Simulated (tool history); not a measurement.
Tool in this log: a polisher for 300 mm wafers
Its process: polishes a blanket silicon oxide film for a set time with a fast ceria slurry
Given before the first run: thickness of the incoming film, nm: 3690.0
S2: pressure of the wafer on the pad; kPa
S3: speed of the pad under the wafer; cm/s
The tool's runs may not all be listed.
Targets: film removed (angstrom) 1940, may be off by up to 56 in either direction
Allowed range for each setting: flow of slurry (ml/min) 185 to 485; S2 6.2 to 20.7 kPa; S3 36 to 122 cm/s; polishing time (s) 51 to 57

{"run": 1, "hour": 0.0, "flow of slurry (ml/min)": 310, "S2": 13.1, "S3": 78, "polishing time (s)": 57, "film removed (angstrom)": 4281.5}
{"run": 2, "hour": 3.0, "flow of slurry (ml/min)": 310, "S2": 11, "S3": 72, "polishing time (s)": 57, "film removed (angstrom)": 3340.8}
{"run": 3, "hour": 4.7, "flow of slurry (ml/min)": 310, "S2": 9.7, "S3": 68, "polishing time (s)": 57, "film removed (angstrom)": 2790.7}
{"run": 4, "hour": 12.0, "flow of slurry (ml/min)": 310, "S2": 9.7, "S3": 68, "polishing time (s)": 57, "film removed (angstrom)": 2829.1}
{"run": 5, "hour": 16.4, "flow of slurry (ml/min)": 310, "S2": 11.7, "S3": 68, "polishing time (s)": 57, "film removed (angstrom)": 3357}
{"run": 6, "hour": 25.2, "flow of slurry (ml/min)": 310, "S2": 9.7, "S3": 66, "polishing time (s)": 57, "film removed (angstrom)": 2694.3}
{"run": 7, "hour": 33.5, "flow of slurry (ml/min)": 310, "S2": 8.3, "S3": 66, "polishing time (s)": 57, "film removed (angstrom)": 2337.2}
{"run": 8, "hour": 40.3, "flow of slurry (ml/min)": 310, "S2": 7.6, "S3": 66, "polishing time (s)": 57, "film removed (angstrom)": 2193.2}

Next run, 4 choices. One meets every target within its allowed miss, the rest don't. Which?
{"run": "A", "hour": 47.1, "flow of slurry (ml/min)": 295, "S2": 9, "S3": 56, "polishing time (s)": 55, "film removed (angstrom)": "?"}
{"run": "B", "hour": 47.1, "flow of slurry (ml/min)": 330, "S2": 6.9, "S3": 66, "polishing time (s)": 56, "film removed (angstrom)": "?"}
{"run": "C", "hour": 47.1, "flow of slurry (ml/min)": 280, "S2": 6.9, "S3": 68, "polishing time (s)": 51, "film removed (angstrom)": "?"}
{"run": "D", "hour": 47.1, "flow of slurry (ml/min)": 345, "S2": 9, "S3": 64, "polishing time (s)": 57, "film removed (angstrom)": "?"}

move=A film_removed_(angstrom)=2078.9
move=B film_removed_(angstrom)=1952.2
move=C film_removed_(angstrom)=1800.9
move=D film_removed_(angstrom)=2485.1
A: closes in on the targets versus the last run, not all within tolerance yet
B: all results land within tolerance of their targets
C: carries the result that was furthest off beyond its target, to the other side
D: the biggest miss grows against the last run
So the answer is move B, the one that meets all the targets.
